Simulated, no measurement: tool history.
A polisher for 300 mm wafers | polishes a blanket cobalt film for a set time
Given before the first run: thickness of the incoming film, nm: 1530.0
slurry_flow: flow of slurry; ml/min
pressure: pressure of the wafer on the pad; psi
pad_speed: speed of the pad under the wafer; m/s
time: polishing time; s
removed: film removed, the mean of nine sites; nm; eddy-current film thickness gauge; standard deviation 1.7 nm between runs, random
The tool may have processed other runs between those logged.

Run 1, hour 0.0: slurry_flow 130 ml/min, pressure 1.9 psi, pad_speed 1.02 m/s, time 68 s. Result: removed 388.04 nm.
Run 2, hour 0.9: slurry_flow 130 ml/min, pressure 1.9 psi, pad_speed 1.02 m/s, time 68 s. Result: removed 386.92 nm.
Run 3, hour 5.1: slurry_flow 125 ml/min, pressure 1.8 psi, pad_speed 1.02 m/s, time 68 s. Result: removed 367.89 nm.
Run 4, hour 6.1: slurry_flow 125 ml/min, pressure 1.8 psi, pad_speed 1.02 m/s, time 62 s. Result: removed 329.87 nm.
Run 5, hour 6.8: slurry_flow 120 ml/min, pressure 1.8 psi, pad_speed 1.02 m/s, time 62 s. Result: removed 330.99 nm.
Run 6, hour 14.6: slurry_flow 115 ml/min, pressure 1.8 psi, pad_speed 1.02 m/s, time 62 s. Result: removed 329.56 nm.
Run 7, hour 19.5: slurry_flow 110 ml/min, pressure 1.8 psi, pad_speed 1.02 m/s, time 62 s. Result: removed 322.79 nm.

Predict the results of run 8:
Run 8, hour 25.7: slurry_flow 105 ml/min, pressure 1.8 psi, pad_speed 1.02 m/s, time 62 s. Result: removed ?.

Run 8 yielded removed 321.71 nm.
